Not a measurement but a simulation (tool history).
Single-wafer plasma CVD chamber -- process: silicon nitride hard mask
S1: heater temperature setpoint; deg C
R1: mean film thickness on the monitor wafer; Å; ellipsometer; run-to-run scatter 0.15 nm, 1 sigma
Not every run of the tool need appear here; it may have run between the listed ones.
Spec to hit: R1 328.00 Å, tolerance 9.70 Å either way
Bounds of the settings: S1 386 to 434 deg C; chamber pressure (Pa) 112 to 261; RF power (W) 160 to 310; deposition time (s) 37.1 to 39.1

run 1 hour=0.0 | S1=410 chamber_pressure_(Pa)=187 RF_power_(W)=235 deposition_time_(s)=39.1 | R1=382.62
run 2 hour=2.0 | S1=410 chamber_pressure_(Pa)=177 RF_power_(W)=230 deposition_time_(s)=39.0 | R1=363.99
run 3 hour=8.2 | S1=410 chamber_pressure_(Pa)=164 RF_power_(W)=230 deposition_time_(s)=39.0 | R1=353.23
run 4 hour=14.5 | S1=404 chamber_pressure_(Pa)=164 RF_power_(W)=230 deposition_time_(s)=39.0 | R1=352.10
run 5 hour=16.2 | S1=404 chamber_pressure_(Pa)=159 RF_power_(W)=230 deposition_time_(s)=39.0 | R1=342.76
run 6 hour=19.1 | S1=415 chamber_pressure_(Pa)=159 RF_power_(W)=230 deposition_time_(s)=39.0 | R1=343.97
run 7 hour=20.0 | S1=415 chamber_pressure_(Pa)=156 RF_power_(W)=230 deposition_time_(s)=39.0 | R1=344.08
run 8 hour=25.0 | S1=415 chamber_pressure_(Pa)=153 RF_power_(W)=230 deposition_time_(s)=39.0 | R1=336.62

Below are 5 possible settings for the next run. Only one of them brings all results inside the allowed miss of their targets. Which is it?
run A hour=30.0 | S1=402 chamber_pressure_(Pa)=168 RF_power_(W)=245 deposition_time_(s)=37.1 | R1=?
run B hour=30.0 | S1=415 chamber_pressure_(Pa)=152 RF_power_(W)=225 deposition_time_(s)=38.5 | R1=?
run C hour=30.0 | S1=408 chamber_pressure_(Pa)=156 RF_power_(W)=235 deposition_time_(s)=39.1 | R1=?
run D hour=30.0 | S1=412 chamber_pressure_(Pa)=163 RF_power_(W)=240 deposition_time_(s)=39.1 | R1=?
run E hour=30.0 | S1=421 chamber_pressure_(Pa)=160 RF_power_(W)=240 deposition_time_(s)=38.4 | R1=?

move=A R1=358.53
move=B R1=326.69
move=C R1=350.20
move=D R1=363.87
move=E R1=352.69
A: misses by more than the last run did
B: all results in spec
C: misses by more than the last run did
D: misses by more than the last run did
E: misses by more than the last run did
B meets every target.

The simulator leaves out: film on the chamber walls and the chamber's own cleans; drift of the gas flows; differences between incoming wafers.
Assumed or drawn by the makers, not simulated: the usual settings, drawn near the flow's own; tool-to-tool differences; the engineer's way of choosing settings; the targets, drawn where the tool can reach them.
